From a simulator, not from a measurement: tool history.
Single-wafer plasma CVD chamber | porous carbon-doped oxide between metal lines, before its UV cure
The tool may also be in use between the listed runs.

run  hour  heater temperature setpoint (°C)  RF power (W)  deposition time (s)  mean film thickness on the monitor wafer (nm)
  1     0                               280           420                 46.3                                          229.2
  2   3.7                               280           450                 46.3                                         244.99
  3   5.9                               291           450                 46.3                                          226.2
  4  10.7                               291           450                 46.3                                          226.7
  5  18.5                               291           450                 46.3                                         225.83
  6  23.3                               293           440                 46.3                                         218.95

Run 7 comes next. What will it give?
  7  24.6                               295           430                 46.3                                              ?

Run 7 gave mean film thickness on the monitor wafer (nm) 211.16.
